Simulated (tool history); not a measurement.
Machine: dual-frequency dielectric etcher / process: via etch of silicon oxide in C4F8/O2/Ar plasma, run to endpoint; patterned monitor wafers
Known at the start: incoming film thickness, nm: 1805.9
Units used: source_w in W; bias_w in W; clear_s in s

run 1 hour=0 | source_w=2280 bias_w=1966 | clear_s=351.05
run 2 hour=0.8 | source_w=2150 bias_w=1855 | clear_s=364.06
run 3 hour=7.8 | source_w=2150 bias_w=1598 | clear_s=379.92
run 4 hour=16.7 | source_w=2040 bias_w=1539 | clear_s=392.75
run 5 hour=24 | source_w=2040 bias_w=1799 | clear_s=377.94
run 6 hour=27.4 | source_w=1730 bias_w=1799 | clear_s=419.16
run 7 hour=30.7 | source_w=1680 bias_w=1754 | clear_s=426.74
run 8 hour=36.3 | source_w=1370 bias_w=1360 | clear_s=528.11

Run 9 comes next. What will it give?
run 9 hour=41.8 | source_w=1400 bias_w=1364 | clear_s=?

{"run 9": {"clear_s": 514.23}}
